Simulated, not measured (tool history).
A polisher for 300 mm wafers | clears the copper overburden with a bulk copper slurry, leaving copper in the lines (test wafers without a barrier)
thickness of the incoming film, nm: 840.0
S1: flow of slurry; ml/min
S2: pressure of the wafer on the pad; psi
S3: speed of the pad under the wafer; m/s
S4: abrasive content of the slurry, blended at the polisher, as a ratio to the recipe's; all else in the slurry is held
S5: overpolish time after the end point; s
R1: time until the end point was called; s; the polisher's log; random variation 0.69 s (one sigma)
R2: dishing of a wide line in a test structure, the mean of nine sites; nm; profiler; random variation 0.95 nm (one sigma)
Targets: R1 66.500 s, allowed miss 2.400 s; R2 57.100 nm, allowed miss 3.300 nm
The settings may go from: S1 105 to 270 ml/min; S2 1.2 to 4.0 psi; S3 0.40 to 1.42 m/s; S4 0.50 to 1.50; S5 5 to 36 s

Run 1, day 0.000: S1 175 ml/min, S2 2.6 psi, S3 0.90 m/s, S4 1.00, S5 18 s. Result: R1 112.100 s, R2 43.747 nm.
Run 2, day 0.283: S1 175 ml/min, S2 2.6 psi, S3 0.90 m/s, S4 0.90, S5 18 s. Result: R1 113.500 s, R2 43.894 nm.
Run 3, day 0.500: S1 175 ml/min, S2 2.6 psi, S3 0.90 m/s, S4 0.90, S5 11 s. Result: R1 114.800 s, R2 34.103 nm.
Run 4, day 0.775: S1 180 ml/min, S2 3.1 psi, S3 0.90 m/s, S4 0.90, S5 13 s. Result: R1 96.123 s, R2 41.678 nm.
Run 5, day 1.138: S1 180 ml/min, S2 3.4 psi, S3 0.90 m/s, S4 0.90, S5 13 s. Result: R1 88.990 s, R2 42.206 nm.
Run 6, day 1.267: S1 185 ml/min, S2 3.6 psi, S3 0.92 m/s, S4 0.90, S5 15 s. Result: R1 83.965 s, R2 48.828 nm.
Run 7, day 1.408: S1 185 ml/min, S2 3.7 psi, S3 0.96 m/s, S4 0.90, S5 15 s. Result: R1 77.953 s, R2 48.798 nm.
Run 8, day 1.446: S1 185 ml/min, S2 3.8 psi, S3 0.98 m/s, S4 0.90, S5 16 s. Result: R1 74.041 s, R2 53.504 nm.
Run 9, day 1.767: S1 185 ml/min, S2 3.9 psi, S3 1.00 m/s, S4 0.90, S5 16 s. Result: R1 71.207 s, R2 52.984 nm.
Run 10, day 2.133: S1 190 ml/min, S2 3.9 psi, S3 1.02 m/s, S4 0.90, S5 16 s. Result: R1 69.340 s, R2 53.002 nm.
Run 11, day 2.425: S1 190 ml/min, S2 3.9 psi, S3 1.02 m/s, S4 0.90, S5 17 s. Result: R1 69.062 s, R2 56.477 nm.

Which of these 4 next moves meets every target?
Run A, day 2.717: S1 235 ml/min, S2 3.7 psi, S3 1.06 m/s, S4 1.40, S5 11 s. Result: R1 ?, R2 ?.
Run B, day 2.717: S1 180 ml/min, S2 4.0 psi, S3 1.18 m/s, S4 0.85, S5 10 s. Result: R1 ?, R2 ?.
Run C, day 2.717: S1 245 ml/min, S2 3.6 psi, S3 1.18 m/s, S4 1.10, S5 17 s. Result: R1 ?, R2 ?.
Run D, day 2.717: S1 205 ml/min, S2 4.0 psi, S3 0.98 m/s, S4 1.05, S5 18 s. Result: R1 ?, R2 ?.

move      R1      R2
   A  58.951  47.962
   B  59.219  46.349
   C  57.993  54.992
   D  65.397  55.028
A: takes the result that was furthest off past its target
B: takes the result that was furthest off past its target
C: takes the result that was furthest off past its target
D: meets every target
Answer: D

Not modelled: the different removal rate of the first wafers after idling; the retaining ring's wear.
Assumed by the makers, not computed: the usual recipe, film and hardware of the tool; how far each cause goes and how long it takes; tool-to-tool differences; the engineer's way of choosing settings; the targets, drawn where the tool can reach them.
